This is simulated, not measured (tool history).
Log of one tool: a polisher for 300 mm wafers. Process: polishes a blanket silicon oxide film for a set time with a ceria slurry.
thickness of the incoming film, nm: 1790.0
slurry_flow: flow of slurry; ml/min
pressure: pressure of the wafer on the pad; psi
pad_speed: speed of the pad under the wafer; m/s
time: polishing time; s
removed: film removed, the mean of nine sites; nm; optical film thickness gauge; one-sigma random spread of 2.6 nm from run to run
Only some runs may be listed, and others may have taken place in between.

run	hour	slurry_flow	pressure	pad_speed	time	removed
1	0	185	2.4	1	44	140.3
2	8.5	140	2.4	1	44	132.98
3	12.7	145	2.6	1	44	144.61
4	13.3	150	2.7	1	44	149.68
5	18.3	150	2.7	1.24	44	187.28
6	25.9	150	2.7	1.24	39	160.09
7	32.5	155	2.8	1.24	39	164.56
8	38.5	155	2.9	1.24	39	173.57
9	41.9	155	3	1.24	39	180.79

Expected results for the next run?
10	46.5	155	3	1.24	39	?

removed: 176.29 nm
